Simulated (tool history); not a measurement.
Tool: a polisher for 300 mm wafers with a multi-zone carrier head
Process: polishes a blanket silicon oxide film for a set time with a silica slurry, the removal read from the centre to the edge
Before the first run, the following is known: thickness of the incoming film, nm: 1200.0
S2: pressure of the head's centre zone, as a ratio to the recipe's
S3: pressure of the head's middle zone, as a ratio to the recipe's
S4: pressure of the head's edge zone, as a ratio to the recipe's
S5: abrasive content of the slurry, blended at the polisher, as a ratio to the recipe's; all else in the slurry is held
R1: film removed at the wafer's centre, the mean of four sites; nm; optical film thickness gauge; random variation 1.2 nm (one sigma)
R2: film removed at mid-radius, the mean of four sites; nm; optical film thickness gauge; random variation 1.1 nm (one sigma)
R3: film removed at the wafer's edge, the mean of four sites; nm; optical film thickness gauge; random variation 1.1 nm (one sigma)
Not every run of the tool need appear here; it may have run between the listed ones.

{"run": 1, "hour": 0.0, "flow of slurry (ml/min)": 270, "S2": 1.0, "S3": 1.0, "S4": 1.0, "S5": 1.0, "polishing time (s)": 35, "R1": 181.27, "R2": 173.84, "R3": 178.05}
{"run": 2, "hour": 5.5, "flow of slurry (ml/min)": 265, "S2": 0.98, "S3": 0.99, "S4": 0.99, "S5": 0.9, "polishing time (s)": 33, "R1": 158.47, "R2": 152.17, "R3": 152.27}
{"run": 3, "hour": 12.3, "flow of slurry (ml/min)": 260, "S2": 0.95, "S3": 0.97, "S4": 1.01, "S5": 0.85, "polishing time (s)": 32, "R1": 142.82, "R2": 145.03, "R3": 146.54}
{"run": 4, "hour": 17.5, "flow of slurry (ml/min)": 260, "S2": 0.95, "S3": 0.97, "S4": 0.96, "S5": 0.85, "polishing time (s)": 32, "R1": 139.35, "R2": 141.48, "R3": 142.53}
{"run": 5, "hour": 18.6, "flow of slurry (ml/min)": 255, "S2": 0.94, "S3": 0.95, "S4": 0.95, "S5": 0.8, "polishing time (s)": 31, "R1": 127.08, "R2": 129.1, "R3": 130.89}
{"run": 6, "hour": 26.7, "flow of slurry (ml/min)": 250, "S2": 0.93, "S3": 0.93, "S4": 0.93, "S5": 0.75, "polishing time (s)": 31, "R1": 120.5, "R2": 120.23, "R3": 122.09}
{"run": 7, "hour": 33.8, "flow of slurry (ml/min)": 215, "S2": 0.83, "S3": 0.83, "S4": 0.9, "S5": 0.5, "polishing time (s)": 30, "R1": 64.939, "R2": 68.285, "R3": 74.281}
{"run": 8, "hour": 41.3, "flow of slurry (ml/min)": 235, "S2": 0.84, "S3": 0.84, "S4": 0.91, "S5": 0.5, "polishing time (s)": 30, "R1": 66.716, "R2": 68.776, "R3": 73.971}
{"run": 9, "hour": 47.3, "flow of slurry (ml/min)": 225, "S2": 0.86, "S3": 0.86, "S4": 0.93, "S5": 0.5, "polishing time (s)": 30, "R1": 69.695, "R2": 69.981, "R3": 72.759}
{"run": 10, "hour": 48.1, "flow of slurry (ml/min)": 245, "S2": 0.86, "S3": 0.86, "S4": 0.91, "S5": 0.5, "polishing time (s)": 30, "R1": 69.67, "R2": 70.641, "R3": 73.918}
{"run": 11, "hour": 49.4, "flow of slurry (ml/min)": 245, "S2": 0.86, "S3": 0.86, "S4": 0.92, "S5": 0.55, "polishing time (s)": 30, "R1": 77.301, "R2": 82.857, "R3": 84.863}
{"run": 12, "hour": 50.1, "flow of slurry (ml/min)": 245, "S2": 0.87, "S3": 0.85, "S4": 0.93, "S5": 0.55, "polishing time (s)": 30, "R1": 79.831, "R2": 79.429, "R3": 86.154}
{"run": 13, "hour": 58.2, "flow of slurry (ml/min)": 265, "S2": 0.88, "S3": 0.92, "S4": 1.0, "S5": 0.7, "polishing time (s)": 30, "R1": 107.7, "R2": 107.91, "R3": 114.73}
{"run": 14, "hour": 65.0, "flow of slurry (ml/min)": 250, "S2": 0.88, "S3": 0.91, "S4": 0.99, "S5": 0.7, "polishing time (s)": 30, "R1": 103.05, "R2": 109.19, "R3": 113.36}

Run 15 has not been measured yet. What should we expect?
{"run": 15, "hour": 72.0, "flow of slurry (ml/min)": 240, "S2": 0.88, "S3": 0.9, "S4": 0.98, "S5": 0.7, "polishing time (s)": 30, "R1": "?", "R2": "?", "R3": "?"}

Run 15 yielded R1 104.660 nm, R2 107.620 nm, R3 115.160 nm.
